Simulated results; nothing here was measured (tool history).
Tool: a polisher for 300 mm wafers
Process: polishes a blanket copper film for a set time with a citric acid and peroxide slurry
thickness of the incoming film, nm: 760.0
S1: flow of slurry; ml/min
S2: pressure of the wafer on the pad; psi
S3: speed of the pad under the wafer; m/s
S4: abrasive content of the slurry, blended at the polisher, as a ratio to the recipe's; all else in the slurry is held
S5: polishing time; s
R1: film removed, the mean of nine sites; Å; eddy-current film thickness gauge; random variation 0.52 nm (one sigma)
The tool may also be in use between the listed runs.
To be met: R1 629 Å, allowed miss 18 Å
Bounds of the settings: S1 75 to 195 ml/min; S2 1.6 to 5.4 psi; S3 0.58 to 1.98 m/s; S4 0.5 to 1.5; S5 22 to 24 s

run 1 hour=0 | S1=125 S2=3.5 S3=1.28 S4=1 S5=24 | R1=813.2
run 2 hour=7 | S1=120 S2=3.4 S3=1.28 S4=1 S5=24 | R1=793.23
run 3 hour=9.6 | S1=120 S2=3.3 S3=1.28 S4=1 S5=24 | R1=764.3
run 4 hour=15.7 | S1=115 S2=3.2 S3=1.28 S4=1 S5=24 | R1=741.73
run 5 hour=22.6 | S1=115 S2=3.2 S3=1.28 S4=1 S5=22 | R1=669.73
run 6 hour=30.7 | S1=115 S2=3.2 S3=1.28 S4=1.1 S5=22 | R1=685.56
run 7 hour=38.6 | S1=110 S2=3.2 S3=1.28 S4=1.1 S5=22 | R1=687.43
run 8 hour=42.9 | S1=110 S2=3.2 S3=1.28 S4=1.1 S5=22 | R1=683.18
run 9 hour=49.7 | S1=105 S2=3.2 S3=1.28 S4=1.1 S5=22 | R1=682.16
run 10 hour=57.5 | S1=100 S2=3.1 S3=1.28 S4=1.1 S5=22 | R1=652.46

Which of these 4 next moves meets every target?
run A hour=65.3 | S1=145 S2=2.7 S3=1.52 S4=1.05 S5=22 | R1=?
run B hour=65.3 | S1=135 S2=2.7 S3=1.4 S4=1 S5=22 | R1=?
run C hour=65.3 | S1=115 S2=3.2 S3=1.2 S4=1.15 S5=22 | R1=?
run D hour=65.3 | S1=120 S2=3.2 S3=1.08 S4=1.4 S5=23 | R1=?

move=A R1=678.89
move=B R1=628.32
move=C R1=670.75
move=D R1=689.96
A: further off than the last run
B: meets every target
C: further off than the last run
D: further off than the last run
The right move is B.
